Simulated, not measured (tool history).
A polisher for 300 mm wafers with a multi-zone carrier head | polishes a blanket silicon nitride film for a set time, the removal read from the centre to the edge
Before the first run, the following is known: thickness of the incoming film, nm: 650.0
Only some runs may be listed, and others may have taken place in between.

run,hour,flow of slurry (ml/min),pressure of the head's centre zone,pressure of the head's middle zone,pressure of the head's edge zone,polishing time (s),film removed at the wafer's centre (nm),film removed at mid-radius (nm),film removed at the wafer's edge (nm)
1,0,295,1,1,1,35,44.114,43.354,45.639
2,4,295,1,1,1,31,38.128,38.661,39.539
3,7.2,290,0.98,0.99,0.99,30,35.933,36.487,38.599
4,13.7,290,0.97,1,0.98,29,34.807,36.331,36.935
5,17.9,285,0.95,1,0.97,29,34.682,36.018,36.467
6,21.6,285,0.95,1,1,29,33.722,36.167,37.18
7,26.4,280,0.93,1,0.99,29,33.155,36.225,37.077
8,28,275,0.92,1,0.98,29,32.429,35.861,36.552
9,34.8,270,0.91,1,0.97,29,31.449,35.869,36.755
10,39.8,270,0.9,1,0.96,29,31.278,36.4,36.702

What will run 11 give?
11,48.3,270,0.9,0.99,0.95,29,?,?,?

film removed at the wafer's centre (nm): 31.913
film removed at mid-radius (nm): 35.801
film removed at the wafer's edge (nm): 36.403
